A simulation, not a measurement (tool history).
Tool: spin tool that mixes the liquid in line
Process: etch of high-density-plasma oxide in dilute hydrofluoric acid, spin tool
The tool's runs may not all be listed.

run,hour,temperature setpoint of the liquid (K),parts of water to one part of 49 % hydrofluoric acid (parts by volume),time under the liquid (s),thickness taken off the high-density-plasma oxide on a monitor wafer (nm)
1,0,294.15,265,95,1.9504
2,2.7,294.15,265,95,1.9285
3,10.1,293.15,280,95,1.7098
4,19,292.15,290,95,1.5793
5,22.7,295.65,290,95,1.7925
6,26.3,298.15,290,95,1.99
7,28.2,296.15,300,95,1.7657
8,33.9,294.65,305,95,1.6623
9,35.3,293.65,310,95,1.5958
10,40.2,293.65,310,95,1.5407

Forecast run 11:
11,48.2,292.65,310,95,?

thickness taken off the high-density-plasma oxide on a monitor wafer (nm): 1.4855
